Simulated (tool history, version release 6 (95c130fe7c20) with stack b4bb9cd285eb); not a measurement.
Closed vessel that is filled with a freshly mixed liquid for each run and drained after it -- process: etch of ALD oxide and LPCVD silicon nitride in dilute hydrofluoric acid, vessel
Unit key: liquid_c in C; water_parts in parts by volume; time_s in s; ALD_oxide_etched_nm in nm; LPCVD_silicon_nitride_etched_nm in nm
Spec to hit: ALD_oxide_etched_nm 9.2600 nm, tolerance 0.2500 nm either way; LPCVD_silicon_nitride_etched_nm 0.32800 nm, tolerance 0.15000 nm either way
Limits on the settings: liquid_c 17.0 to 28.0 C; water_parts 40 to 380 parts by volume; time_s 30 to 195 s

run  hour  liquid_c  water_parts  time_s  ALD_oxide_etched_nm  LPCVD_silicon_nitride_etched_nm
  1   0.0      20.0          210     100               6.0279                          0.17762
  2   7.3      21.0          205     100               6.3456                          0.17120
  3  13.0      21.5          200     100               6.7706                          0.20333
  4  19.9      22.0          200     100               6.9940                          0.20351
  5  27.2      22.5          200     100               7.0104                          0.24831
  6  29.9      22.5          240     100               5.5642                          0.18294
  7  35.3      23.0          235     100               5.7780                          0.22296
  8  41.1      23.5          230     100               6.0984                          0.19982
  9  42.7      24.0          225     100               6.4443                          0.22342
 10  48.1      24.5          220     100               6.7115                          0.19016
 11  51.5      26.5          170     105              10.2380                          0.40877
 12  58.0      26.0          170     105              10.2660                          0.34228
 13  64.3      25.0          170     105               9.9222                          0.36849

Exactly one of the 5 candidate moves below puts every result within its allowed miss. Which one?
  A  70.6      27.5          245     135                    ?                                ?
  B  70.6      25.5          165      90                    ?                                ?
  C  70.6      26.5          200     115                    ?                                ?
  D  70.6      28.0          230     120                    ?                                ?
  E  70.6      28.0          215     110                    ?                                ?

move  ALD_oxide_etched_nm  LPCVD_silicon_nitride_etched_nm
   A               8.7768                          0.32307
   B               8.8535                          0.28296
   C               9.2995                          0.31759
   D               8.5984                          0.31547
   E               8.5779                          0.30960
A: moves the result that the last run missed by most past its target, out the other side
B: moves the result that the last run missed by most past its target, out the other side
C: all results land within tolerance of their targets
D: moves the result that the last run missed by most past its target, out the other side
E: moves the result that the last run missed by most past its target, out the other side
Go with C: it meets all targets.
